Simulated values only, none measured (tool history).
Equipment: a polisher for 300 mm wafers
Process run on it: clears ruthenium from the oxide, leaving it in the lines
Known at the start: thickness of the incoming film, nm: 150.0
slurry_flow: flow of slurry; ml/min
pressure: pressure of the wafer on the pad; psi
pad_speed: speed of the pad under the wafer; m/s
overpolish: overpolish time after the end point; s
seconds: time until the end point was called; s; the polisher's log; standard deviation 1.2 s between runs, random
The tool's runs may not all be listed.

run  hour  slurry_flow  pressure  pad_speed  overpolish  seconds
  1   0.0          300       2.0       1.04          26   130.05
  2   2.7          300       2.0       1.04          28   129.99
  3  11.4          300       2.0       0.82          28   155.75
  4  17.3          300       2.3       0.82          28   139.98
  5  21.9          300       2.4       0.86          28   130.96
  6  27.1          300       2.5       0.90          28   119.63
  7  28.5          300       2.5       0.90          28   119.68

The next listed run, before its measurement:
  8  36.1          300       2.6       0.92          28        ?

Run 8 measured seconds 113.35 s.

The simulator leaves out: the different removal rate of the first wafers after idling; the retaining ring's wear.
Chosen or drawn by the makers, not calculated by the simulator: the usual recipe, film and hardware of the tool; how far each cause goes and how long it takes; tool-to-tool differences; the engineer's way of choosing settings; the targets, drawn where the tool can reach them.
